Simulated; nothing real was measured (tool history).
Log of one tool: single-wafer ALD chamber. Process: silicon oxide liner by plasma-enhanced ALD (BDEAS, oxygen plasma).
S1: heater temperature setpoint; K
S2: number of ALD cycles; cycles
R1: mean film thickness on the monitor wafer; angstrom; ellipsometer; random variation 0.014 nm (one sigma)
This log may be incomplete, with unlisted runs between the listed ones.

run	hour	S1	S2	R1
1	0.0	588.15	69	63.092
2	4.4	588.15	68	62.255
3	10.6	588.15	73	67.039
4	19.5	588.15	82	75.059
5	23.4	588.15	79	72.512
6	29.6	580.15	79	73.334
7	34.8	583.15	68	62.589

Run 8 is up next; what results do you expect?
8	38.9	584.15	59	?

R1: 54.358 angstrom

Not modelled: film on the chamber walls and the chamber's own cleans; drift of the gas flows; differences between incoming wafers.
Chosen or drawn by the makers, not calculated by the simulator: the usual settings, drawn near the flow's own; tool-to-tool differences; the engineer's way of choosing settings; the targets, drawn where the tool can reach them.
